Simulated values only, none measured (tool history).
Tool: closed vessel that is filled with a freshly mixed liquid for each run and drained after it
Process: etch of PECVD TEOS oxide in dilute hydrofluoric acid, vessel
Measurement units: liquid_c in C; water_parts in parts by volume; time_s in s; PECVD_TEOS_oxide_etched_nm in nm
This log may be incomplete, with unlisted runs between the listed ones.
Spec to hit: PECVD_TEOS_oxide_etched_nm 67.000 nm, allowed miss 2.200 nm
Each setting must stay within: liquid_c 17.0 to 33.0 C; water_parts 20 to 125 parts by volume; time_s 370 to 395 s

Run 1, hour 0.0: liquid_c 25.0 C, water_parts 70 parts by volume, time_s 370 s. Result: PECVD_TEOS_oxide_etched_nm 49.752 nm.
Run 2, hour 8.8: liquid_c 26.0 C, water_parts 70 parts by volume, time_s 370 s. Result: PECVD_TEOS_oxide_etched_nm 53.330 nm.
Run 3, hour 9.8: liquid_c 26.5 C, water_parts 70 parts by volume, time_s 370 s. Result: PECVD_TEOS_oxide_etched_nm 53.605 nm.
Run 4, hour 13.5: liquid_c 26.5 C, water_parts 55 parts by volume, time_s 370 s. Result: PECVD_TEOS_oxide_etched_nm 71.105 nm.
Run 5, hour 19.5: liquid_c 28.5 C, water_parts 55 parts by volume, time_s 370 s. Result: PECVD_TEOS_oxide_etched_nm 75.520 nm.
Run 6, hour 22.7: liquid_c 28.5 C, water_parts 40 parts by volume, time_s 370 s. Result: PECVD_TEOS_oxide_etched_nm 106.230 nm.
Run 7, hour 26.7: liquid_c 27.0 C, water_parts 40 parts by volume, time_s 370 s. Result: PECVD_TEOS_oxide_etched_nm 100.730 nm.
Run 8, hour 35.4: liquid_c 26.0 C, water_parts 40 parts by volume, time_s 370 s. Result: PECVD_TEOS_oxide_etched_nm 95.385 nm.
Run 9, hour 39.0: liquid_c 22.0 C, water_parts 40 parts by volume, time_s 370 s. Result: PECVD_TEOS_oxide_etched_nm 81.127 nm.
Run 10, hour 45.9: liquid_c 21.5 C, water_parts 40 parts by volume, time_s 370 s. Result: PECVD_TEOS_oxide_etched_nm 79.740 nm.
Run 11, hour 51.8: liquid_c 21.0 C, water_parts 40 parts by volume, time_s 370 s. Result: PECVD_TEOS_oxide_etched_nm 78.236 nm.
Run 12, hour 56.8: liquid_c 21.0 C, water_parts 40 parts by volume, time_s 370 s. Result: PECVD_TEOS_oxide_etched_nm 78.298 nm.

Of the 4 settings listed for the next run, only one would bring every result within its allowed miss of target. Which one?
Run A, hour 61.8: liquid_c 24.5 C, water_parts 55 parts by volume, time_s 380 s. Result: PECVD_TEOS_oxide_etched_nm ?.
Run B, hour 61.8: liquid_c 21.5 C, water_parts 50 parts by volume, time_s 370 s. Result: PECVD_TEOS_oxide_etched_nm ?.
Run C, hour 61.8: liquid_c 22.0 C, water_parts 45 parts by volume, time_s 375 s. Result: PECVD_TEOS_oxide_etched_nm ?.
Run D, hour 61.8: liquid_c 21.0 C, water_parts 50 parts by volume, time_s 370 s. Result: PECVD_TEOS_oxide_etched_nm ?.

move  PECVD_TEOS_oxide_etched_nm
   A                      65.542
   B                      62.401
   C                      72.214
   D                      61.102
A: every result within its allowed miss
B: takes the biggest miss from the last run beyond its target
C: closer than the last run, but not yet in spec
D: takes the biggest miss from the last run beyond its target
So the answer is move A, the one that meets all the targets.
